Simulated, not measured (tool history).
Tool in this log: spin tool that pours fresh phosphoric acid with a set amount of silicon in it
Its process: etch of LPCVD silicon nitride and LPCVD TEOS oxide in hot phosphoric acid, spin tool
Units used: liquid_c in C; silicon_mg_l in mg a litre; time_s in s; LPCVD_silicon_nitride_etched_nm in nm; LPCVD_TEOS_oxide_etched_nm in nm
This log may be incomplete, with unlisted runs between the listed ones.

run	day	liquid_c	silicon_mg_l	time_s	LPCVD_silicon_nitride_etched_nm	LPCVD_TEOS_oxide_etched_nm
1	0.000	164.0	15.5	180	14.699	0.74258
2	0.212	164.5	19.0	205	17.031	0.78877
3	0.392	165.0	21.0	220	18.689	0.86599
4	0.708	165.0	21.0	160	13.553	0.58983
5	0.950	165.0	21.0	115	9.712	0.46160
6	1.292	165.0	21.5	160	13.482	0.56867
7	1.342	165.5	22.5	190	16.191	0.71313
8	1.692	166.5	30.0	260	22.901	0.77389

Estimate the outcome of run 9 from the log above:
9	1.938	166.5	30.0	260	?	?

Logged for run 9: LPCVD_silicon_nitride_etched_nm 23.216 nm, LPCVD_TEOS_oxide_etched_nm 0.87895 nm.

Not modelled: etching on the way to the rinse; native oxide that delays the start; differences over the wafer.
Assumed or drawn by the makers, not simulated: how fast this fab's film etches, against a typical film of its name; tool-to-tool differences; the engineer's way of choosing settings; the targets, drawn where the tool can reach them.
